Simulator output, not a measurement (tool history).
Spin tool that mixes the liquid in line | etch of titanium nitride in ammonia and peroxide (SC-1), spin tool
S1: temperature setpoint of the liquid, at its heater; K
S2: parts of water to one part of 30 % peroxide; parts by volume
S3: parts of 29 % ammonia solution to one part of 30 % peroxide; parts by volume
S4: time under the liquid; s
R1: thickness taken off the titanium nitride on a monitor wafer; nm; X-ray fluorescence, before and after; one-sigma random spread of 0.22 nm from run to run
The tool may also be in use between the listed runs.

run 1 hour=0 | S1=336.15 S2=11 S3=0.65 S4=95 | R1=13.424
run 2 hour=5.4 | S1=332.15 S2=11 S3=0.65 S4=95 | R1=10.331
run 3 hour=6.2 | S1=336.15 S2=11 S3=0.65 S4=95 | R1=13.53
run 4 hour=10.7 | S1=336.15 S2=11 S3=0.65 S4=95 | R1=13.477
run 5 hour=11.9 | S1=337.15 S2=10.5 S3=0.65 S4=95 | R1=14.425
run 6 hour=20.6 | S1=337.15 S2=10.5 S3=0.8 S4=95 | R1=15.185

Predict the results of run 7:
run 7 hour=24.6 | S1=338.15 S2=10.5 S3=0.8 S4=95 | R1=?

R1: 16.034 nm
